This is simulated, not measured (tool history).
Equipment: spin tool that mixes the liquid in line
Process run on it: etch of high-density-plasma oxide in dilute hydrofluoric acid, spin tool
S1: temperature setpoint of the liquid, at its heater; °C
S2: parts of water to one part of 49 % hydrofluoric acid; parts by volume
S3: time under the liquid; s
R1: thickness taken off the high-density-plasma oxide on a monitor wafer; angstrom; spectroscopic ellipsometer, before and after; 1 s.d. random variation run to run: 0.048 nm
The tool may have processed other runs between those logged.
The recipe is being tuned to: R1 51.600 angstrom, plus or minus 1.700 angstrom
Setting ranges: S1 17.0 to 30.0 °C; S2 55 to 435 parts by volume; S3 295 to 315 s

Run 1, day 0.000: S1 22.0 °C, S2 245 parts by volume, S3 295 s. Result: R1 89.559 angstrom.
Run 2, day 0.204: S1 20.5 °C, S2 245 parts by volume, S3 295 s. Result: R1 84.015 angstrom.
Run 3, day 0.238: S1 17.0 °C, S2 245 parts by volume, S3 295 s. Result: R1 72.077 angstrom.
Run 4, day 0.583: S1 17.0 °C, S2 175 parts by volume, S3 295 s. Result: R1 111.900 angstrom.
At day 0.708: thermometer replaced.
Run 5, day 0.708: S1 17.0 °C, S2 220 parts by volume, S3 295 s. Result: R1 78.218 angstrom.
Run 6, day 1.075: S1 17.0 °C, S2 245 parts by volume, S3 295 s. Result: R1 67.187 angstrom.
Run 7, day 1.342: S1 17.0 °C, S2 245 parts by volume, S3 295 s. Result: R1 67.519 angstrom.
Run 8, day 1.692: S1 17.0 °C, S2 260 parts by volume, S3 295 s. Result: R1 63.389 angstrom.
Run 9, day 1.962: S1 17.0 °C, S2 270 parts by volume, S3 295 s. Result: R1 62.151 angstrom.
Run 10, day 2.133: S1 17.0 °C, S2 280 parts by volume, S3 295 s. Result: R1 57.613 angstrom.

Pick the move, out of 4, that brings all results within their allowed miss; only one does.
Run A, day 2.304: S1 17.0 °C, S2 310 parts by volume, S3 295 s. Result: R1 ?.
Run B, day 2.304: S1 17.5 °C, S2 270 parts by volume, S3 315 s. Result: R1 ?.
Run C, day 2.304: S1 18.5 °C, S2 290 parts by volume, S3 295 s. Result: R1 ?.
Run D, day 2.304: S1 21.0 °C, S2 330 parts by volume, S3 310 s. Result: R1 ?.

move      R1
   A  52.008
   B  67.223
   C  59.823
   D  58.418
A: hits every target within its allowed miss
B: misses by more than the last run did
C: misses by more than the last run did
D: misses by more than the last run did
So the answer is move A, the one that meets all the targets.
